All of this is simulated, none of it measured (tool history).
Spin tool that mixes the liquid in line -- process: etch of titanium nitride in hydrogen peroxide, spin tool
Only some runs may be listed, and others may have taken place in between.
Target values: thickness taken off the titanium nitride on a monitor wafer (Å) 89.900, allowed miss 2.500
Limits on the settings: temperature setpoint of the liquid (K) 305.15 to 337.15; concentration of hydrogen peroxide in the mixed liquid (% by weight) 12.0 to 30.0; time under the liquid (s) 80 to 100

run  hour  temperature setpoint of the liquid (K)  concentration of hydrogen peroxide in the mixed liquid (% by weight)  time under the liquid (s)  thickness taken off the titanium nitride on a monitor wafer (Å)
  1   0.0                                  321.15                                                                  21.0                        100                                                           71.151
  2   6.0                                  321.65                                                                  21.0                        100                                                           73.089
  3   8.1                                  321.65                                                                  23.5                        100                                                           74.212
  4   9.2                                  321.65                                                                  21.0                        100                                                           71.109
  5   9.8                                  321.65                                                                  23.5                        100                                                           74.583
  6  12.7                                  321.65                                                                  27.5                        100                                                           77.028
  7  17.6                                  322.15                                                                  27.5                        100                                                           80.379
  8  18.2                                  322.65                                                                  27.5                        100                                                           83.059
  9  20.6                                  323.15                                                                  27.5                        100                                                           84.898

Of the 5 settings listed for the next run, only one would bring every result within its allowed miss of target. Which one?
  A  23.0                                  324.65                                                                  30.0                         80                                                                ?
  B  23.0                                  324.65                                                                  27.5                         85                                                                ?
  C  23.0                                  324.65                                                                  29.0                         80                                                                ?
  D  23.0                                  322.15                                                                  27.0                        100                                                                ?
  E  23.0                                  324.15                                                                  25.0                        100                                                                ?

move  thickness taken off the titanium nitride on a monitor wafer (Å)
   A                                                           77.331
   B                                                           80.598
   C                                                           76.752
   D                                                           78.859
   E                                                           89.593
A: the biggest miss grows against the last run
B: the biggest miss grows against the last run
C: the biggest miss grows against the last run
D: the biggest miss grows against the last run
E: every result within its allowed miss
The right move is E.

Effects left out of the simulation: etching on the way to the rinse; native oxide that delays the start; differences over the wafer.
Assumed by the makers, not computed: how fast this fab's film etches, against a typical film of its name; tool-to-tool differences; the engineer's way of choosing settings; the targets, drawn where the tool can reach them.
